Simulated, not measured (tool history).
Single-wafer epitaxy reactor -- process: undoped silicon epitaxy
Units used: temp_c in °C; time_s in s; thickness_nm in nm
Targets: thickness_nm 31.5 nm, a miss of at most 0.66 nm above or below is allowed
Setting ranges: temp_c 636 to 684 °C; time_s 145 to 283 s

run,day,temp_c,time_s,thickness_nm
1,0,660,214,42.421
2,0.229,656,214,38.444
3,0.529,662,214,44.136
4,0.767,658,214,40.173
5,1.129,655,214,37.52
6,1.329,653,214,35.644
7,1.392,652,214,34.613
8,1.762,651,214,33.691
# day 1.833: pyrometer calibrated
9,1.833,650,214,36.523
10,2.075,647,213,33.567
11,2.158,646,213,33.01

4 candidate next runs follow, results not yet known. Just one meets every target within its allowed miss. Identify it.
A,2.242,647,212,?
B,2.242,646,216,?
C,2.242,648,215,?
D,2.242,645,212,?

move,thickness_nm
A,33.77
B,33.554
C,35.118
D,32.113
A: lands further from the targets than the last run did
B: lands further from the targets than the last run did
C: lands further from the targets than the last run did
D: meets every target
D is the move that brings every result within its allowed miss.
